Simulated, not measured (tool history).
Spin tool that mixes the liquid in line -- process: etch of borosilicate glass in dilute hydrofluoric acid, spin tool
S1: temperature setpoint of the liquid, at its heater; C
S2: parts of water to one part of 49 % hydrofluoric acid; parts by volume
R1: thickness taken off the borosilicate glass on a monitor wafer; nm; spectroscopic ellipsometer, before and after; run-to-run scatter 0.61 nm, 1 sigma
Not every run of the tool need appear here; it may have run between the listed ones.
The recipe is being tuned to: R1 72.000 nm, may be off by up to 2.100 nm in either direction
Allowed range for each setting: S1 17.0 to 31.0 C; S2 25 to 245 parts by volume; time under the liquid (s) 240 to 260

{"run": 1, "day": 0.0, "S1": 23.0, "S2": 135, "time under the liquid (s)": 240, "R1": 45.286}
{"run": 2, "day": 0.029, "S1": 23.0, "S2": 135, "time under the liquid (s)": 260, "R1": 49.081}
{"run": 3, "day": 0.162, "S1": 25.0, "S2": 130, "time under the liquid (s)": 260, "R1": 56.142}
{"run": 4, "day": 0.504, "S1": 26.5, "S2": 130, "time under the liquid (s)": 260, "R1": 58.989}
{"run": 5, "day": 0.562, "S1": 27.5, "S2": 130, "time under the liquid (s)": 260, "R1": 60.31}
{"run": 6, "day": 0.929, "S1": 28.5, "S2": 125, "time under the liquid (s)": 260, "R1": 66.31}
{"run": 7, "day": 1.121, "S1": 29.0, "S2": 125, "time under the liquid (s)": 260, "R1": 68.845}
{"run": 8, "day": 1.488, "S1": 29.0, "S2": 125, "time under the liquid (s)": 260, "R1": 67.589}
{"run": 9, "day": 1.838, "S1": 29.0, "S2": 125, "time under the liquid (s)": 260, "R1": 67.032}
{"run": 10, "day": 2.071, "S1": 29.5, "S2": 125, "time under the liquid (s)": 260, "R1": 68.631}

Exercise: of the 4 proposed moves below, exactly one satisfies all targets within the stated allowed misses. Which move is it?
{"run": "A", "day": 2.304, "S1": 25.5, "S2": 105, "time under the liquid (s)": 260, "R1": "?"}
{"run": "B", "day": 2.304, "S1": 31.0, "S2": 110, "time under the liquid (s)": 240, "R1": "?"}
{"run": "C", "day": 2.304, "S1": 29.5, "S2": 115, "time under the liquid (s)": 260, "R1": "?"}
{"run": "D", "day": 2.304, "S1": 28.5, "S2": 110, "time under the liquid (s)": 260, "R1": "?"}

move=A R1=71.925
move=B R1=77.528
move=C R1=75.472
move=D R1=76.519
A: meets every target
B: carries the result that was furthest off beyond its target, to the other side
C: carries the result that was furthest off beyond its target, to the other side
D: carries the result that was furthest off beyond its target, to the other side
A meets every target.
